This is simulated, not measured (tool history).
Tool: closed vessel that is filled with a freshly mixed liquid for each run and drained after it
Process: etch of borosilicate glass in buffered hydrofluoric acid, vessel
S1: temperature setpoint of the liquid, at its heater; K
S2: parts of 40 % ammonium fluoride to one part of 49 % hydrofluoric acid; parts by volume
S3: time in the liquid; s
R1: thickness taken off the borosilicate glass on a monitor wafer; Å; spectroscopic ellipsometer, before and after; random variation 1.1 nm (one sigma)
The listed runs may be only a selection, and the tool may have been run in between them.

run	hour	S1	S2	S3	R1
1	0.0	294.15	14.5	105	806.91
2	5.8	294.15	14.5	110	849.98
3	12.0	296.65	13.0	110	1082.30
4	19.5	298.15	12.0	110	1276.70
# hour 20.9: hydrofluoric acid flow meter replaced
5	20.9	294.65	12.0	110	1195.90
6	26.4	291.15	12.0	110	979.88
7	32.8	294.65	11.5	110	1237.90

Predict the results of run 8:
8	41.3	297.15	11.0	110	?

{"run 8": {"R1": 1475.2}}
